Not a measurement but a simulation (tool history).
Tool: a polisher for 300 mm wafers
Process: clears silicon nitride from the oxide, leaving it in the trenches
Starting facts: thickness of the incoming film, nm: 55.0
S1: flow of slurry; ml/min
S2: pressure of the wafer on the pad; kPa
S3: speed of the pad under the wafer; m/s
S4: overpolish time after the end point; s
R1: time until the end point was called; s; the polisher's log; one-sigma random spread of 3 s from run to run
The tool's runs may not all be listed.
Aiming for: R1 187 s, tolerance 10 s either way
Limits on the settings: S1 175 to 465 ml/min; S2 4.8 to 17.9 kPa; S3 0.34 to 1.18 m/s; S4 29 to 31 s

Run 1, hour 0: S1 295 ml/min, S2 11 kPa, S3 0.76 m/s, S4 29 s. Result: R1 117.48 s.
Run 2, hour 0.9: S1 295 ml/min, S2 9.7 kPa, S3 0.76 m/s, S4 29 s. Result: R1 138.04 s.
Run 3, hour 3.7: S1 295 ml/min, S2 9 kPa, S3 0.76 m/s, S4 29 s. Result: R1 144.08 s.
Run 4, hour 5.4: S1 295 ml/min, S2 9 kPa, S3 0.82 m/s, S4 29 s. Result: R1 138.05 s.
Run 5, hour 12.9: S1 365 ml/min, S2 9 kPa, S3 0.82 m/s, S4 29 s. Result: R1 136.54 s.
Run 6, hour 17.9: S1 365 ml/min, S2 8.3 kPa, S3 0.82 m/s, S4 29 s. Result: R1 144.71 s.
Run 7, hour 23.6: S1 365 ml/min, S2 7.6 kPa, S3 0.82 m/s, S4 29 s. Result: R1 152.44 s.
Run 8, hour 28: S1 365 ml/min, S2 6.9 kPa, S3 0.82 m/s, S4 29 s. Result: R1 168.93 s.

Pick the move, out of 4, that brings all results within their allowed miss; only one does.
Run A, hour 32.4: S1 380 ml/min, S2 6.2 kPa, S3 0.8 m/s, S4 31 s. Result: R1 ?.
Run B, hour 32.4: S1 345 ml/min, S2 6.9 kPa, S3 0.92 m/s, S4 30 s. Result: R1 ?.
Run C, hour 32.4: S1 295 ml/min, S2 8.3 kPa, S3 0.88 m/s, S4 29 s. Result: R1 ?.
Run D, hour 32.4: S1 380 ml/min, S2 8.3 kPa, S3 0.82 m/s, S4 29 s. Result: R1 ?.

move      R1
   A  189.81
   B  151.49
   C  135.26
   D  142.41
A: all results in spec
B: its largest miss is bigger than the last run's
C: its largest miss is bigger than the last run's
D: its largest miss is bigger than the last run's
A meets every target.
